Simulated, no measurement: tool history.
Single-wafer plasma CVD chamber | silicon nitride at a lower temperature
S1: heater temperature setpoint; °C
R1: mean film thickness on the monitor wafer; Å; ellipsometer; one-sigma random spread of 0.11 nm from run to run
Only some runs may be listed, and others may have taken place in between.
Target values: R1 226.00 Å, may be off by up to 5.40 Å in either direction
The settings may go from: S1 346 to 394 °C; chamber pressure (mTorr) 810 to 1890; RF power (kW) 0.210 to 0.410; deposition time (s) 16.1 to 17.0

run 1 hour=0.0 | S1=370 chamber_pressure_(mTorr)=1350 RF_power_(kW)=0.310 deposition_time_(s)=17.0 | R1=176.50
run 2 hour=4.0 | S1=370 chamber_pressure_(mTorr)=1490 RF_power_(kW)=0.335 deposition_time_(s)=17.0 | R1=195.42
run 3 hour=10.6 | S1=370 chamber_pressure_(mTorr)=1600 RF_power_(kW)=0.345 deposition_time_(s)=17.0 | R1=202.63
run 4 hour=11.9 | S1=361 chamber_pressure_(mTorr)=1600 RF_power_(kW)=0.345 deposition_time_(s)=17.0 | R1=203.79
run 5 hour=17.5 | S1=361 chamber_pressure_(mTorr)=1380 RF_power_(kW)=0.345 deposition_time_(s)=17.0 | R1=195.66
run 6 hour=22.1 | S1=361 chamber_pressure_(mTorr)=1540 RF_power_(kW)=0.345 deposition_time_(s)=17.0 | R1=202.22
run 7 hour=30.0 | S1=361 chamber_pressure_(mTorr)=1620 RF_power_(kW)=0.355 deposition_time_(s)=17.0 | R1=209.05
run 8 hour=37.4 | S1=361 chamber_pressure_(mTorr)=1680 RF_power_(kW)=0.360 deposition_time_(s)=17.0 | R1=214.31
run 9 hour=45.5 | S1=361 chamber_pressure_(mTorr)=1680 RF_power_(kW)=0.360 deposition_time_(s)=17.0 | R1=214.56
-- hour=52.1 RF generator calibrated
run 10 hour=52.1 | S1=361 chamber_pressure_(mTorr)=1730 RF_power_(kW)=0.365 deposition_time_(s)=17.0 | R1=234.54
run 11 hour=59.6 | S1=361 chamber_pressure_(mTorr)=1700 RF_power_(kW)=0.365 deposition_time_(s)=17.0 | R1=231.01
run 12 hour=68.6 | S1=361 chamber_pressure_(mTorr)=1680 RF_power_(kW)=0.365 deposition_time_(s)=17.0 | R1=232.22

Next run, 5 choices. One meets every target within its allowed miss, the rest don't. Which?
run A hour=77.6 | S1=362 chamber_pressure_(mTorr)=1690 RF_power_(kW)=0.355 deposition_time_(s)=16.9 | R1=?
run B hour=77.6 | S1=358 chamber_pressure_(mTorr)=1680 RF_power_(kW)=0.385 deposition_time_(s)=16.7 | R1=?
run C hour=77.6 | S1=359 chamber_pressure_(mTorr)=1690 RF_power_(kW)=0.385 deposition_time_(s)=17.0 | R1=?
run D hour=77.6 | S1=360 chamber_pressure_(mTorr)=1790 RF_power_(kW)=0.400 deposition_time_(s)=16.4 | R1=?
run E hour=77.6 | S1=360 chamber_pressure_(mTorr)=1830 RF_power_(kW)=0.380 deposition_time_(s)=16.7 | R1=?

move=A R1=226.38
move=B R1=238.10
move=C R1=242.69
move=D R1=244.65
move=E R1=241.43
A: every result lands within tolerance
B: misses by more than the last run did
C: misses by more than the last run did
D: misses by more than the last run did
E: misses by more than the last run did
So the answer is move A, the one that meets all the targets.

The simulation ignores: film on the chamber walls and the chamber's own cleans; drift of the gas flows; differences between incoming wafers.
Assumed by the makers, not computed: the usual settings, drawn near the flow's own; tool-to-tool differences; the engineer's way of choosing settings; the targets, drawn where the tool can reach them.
